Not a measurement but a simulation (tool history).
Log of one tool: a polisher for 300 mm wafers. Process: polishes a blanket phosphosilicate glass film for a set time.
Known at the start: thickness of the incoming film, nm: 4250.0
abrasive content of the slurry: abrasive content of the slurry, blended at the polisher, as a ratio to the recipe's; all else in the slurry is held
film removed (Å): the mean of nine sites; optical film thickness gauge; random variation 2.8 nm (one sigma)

| run | hour | flow of slurry (ml/min) | pressure of the wafer on the pad (kPa) | speed of the pad under the wafer (m/s) | abrasive content of the slurry | polishing time (s) | film removed (Å) |
|---|---|---|---|---|---|---|---|
| 1 | 0.0 | 240 | 18.6 | 1.18 | 1.0 | 77 | 6091.9 |
| 2 | 1.6 | 240 | 18.6 | 1.18 | 0.9 | 77 | 5779.8 |
| 3 | 3.8 | 240 | 18.6 | 1.18 | 0.8 | 77 | 5463.7 |
| 4 | 10.6 | 240 | 16.5 | 1.18 | 0.8 | 77 | 4928.7 |
| 5 | 15.5 | 240 | 16.5 | 1.18 | 0.8 | 77 | 4877.2 |
| 6 | 19.7 | 240 | 15.2 | 1.18 | 0.8 | 77 | 4504.1 |
| 7 | 21.2 | 240 | 13.8 | 1.18 | 0.8 | 77 | 4125.0 |
| 8 | 22.6 | 240 | 13.1 | 1.18 | 0.8 | 77 | 3880.9 |
| 9 | 27.3 | 240 | 12.4 | 1.18 | 0.8 | 77 | 3732.2 |

The next listed run, before its measurement:
| 10 | 29.9 | 230 | 9.7 | 1.18 | 0.8 | 77 | ? |

film removed (Å): 2956.2
